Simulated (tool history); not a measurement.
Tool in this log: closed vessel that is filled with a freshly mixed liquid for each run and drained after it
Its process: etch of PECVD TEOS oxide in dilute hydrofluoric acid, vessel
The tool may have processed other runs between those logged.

| run | hour | temperature setpoint of the liquid (C) | parts of water to one part of 49 % hydrofluoric acid (parts by volume) | time in the liquid (s) | thickness taken off the PECVD TEOS oxide on a monitor wafer (angstrom) |
|---|---|---|---|---|---|
| 1 | 0.0 | 20.0 | 265 | 1550 | 467.64 |
| 2 | 1.1 | 20.0 | 325 | 1550 | 357.60 |
| 3 | 8.8 | 20.0 | 325 | 1665 | 387.54 |
| 4 | 13.3 | 22.5 | 255 | 1665 | 576.39 |
| 5 | 15.1 | 24.0 | 200 | 1665 | 814.34 |
| 6 | 22.7 | 24.0 | 200 | 1665 | 827.59 |
| 7 | 24.9 | 25.0 | 175 | 1665 | 990.41 |
| 8 | 33.9 | 25.0 | 175 | 1665 | 993.49 |
| 9 | 40.1 | 26.0 | 160 | 1665 | 1146.50 |

Run 10 has not been measured yet. What should we expect?
| 10 | 48.5 | 26.5 | 155 | 1665 | ? |

Run 10 measured thickness taken off the PECVD TEOS oxide on a monitor wafer (angstrom) 1240.30.
